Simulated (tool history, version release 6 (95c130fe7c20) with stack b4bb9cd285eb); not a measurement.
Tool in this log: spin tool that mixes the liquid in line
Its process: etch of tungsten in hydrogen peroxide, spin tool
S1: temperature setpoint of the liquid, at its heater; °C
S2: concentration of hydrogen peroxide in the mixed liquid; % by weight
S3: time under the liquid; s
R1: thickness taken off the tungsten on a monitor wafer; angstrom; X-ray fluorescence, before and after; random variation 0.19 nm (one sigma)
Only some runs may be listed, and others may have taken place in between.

run    day    S1    S2  S3      R1
  1      0    44  18.5  45  239.34
  2  0.258    45  18.5  45  256.63
  3  0.471  38.5  18.5  45  169.12
  4  0.808  40.5  18.5  45  193.57
  5  1.004  40.5  14.5  45  169.57
  6  1.267  44.5  14.5  45  220.04
  7  1.317  45.5  14.5  45  236.93
  8  1.542  46.5  14.5  45  248.44

Predict the results of run 9:
  9  1.679  47.5  14.5  45   ?

Run 9 gave R1 267.31 angstrom.

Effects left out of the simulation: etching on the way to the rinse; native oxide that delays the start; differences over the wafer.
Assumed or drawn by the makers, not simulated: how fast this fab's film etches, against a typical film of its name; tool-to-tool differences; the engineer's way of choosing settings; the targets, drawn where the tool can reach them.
